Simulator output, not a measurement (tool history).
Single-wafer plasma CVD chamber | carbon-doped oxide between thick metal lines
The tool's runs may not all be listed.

run,day,heater temperature setpoint (°C),chamber pressure (Torr),RF power (kW),deposition time (s),mean film thickness on the monitor wafer (nm)
1,0,360,3.7,0.495,173,816.02
2,0.204,360,3.7,0.495,173,812.94
3,0.512,360,3.7,0.455,173,771.06
4,0.725,368,3.7,0.455,173,753.16
5,0.988,368,3.7,0.455,173,754.89
6,1.033,372,3.7,0.455,173,749.5
7,1.238,370,3.87,0.495,173,798.79
8,1.412,368,4.03,0.52,173,835.05
9,1.658,367,4.16,0.535,173,857.46
10,1.883,366,4.25,0.545,173,874.46

Run 11 comes next. What will it give?
11,1.967,365,4.32,0.555,173,?

Run 11 gave mean film thickness on the monitor wafer (nm) 887.48.
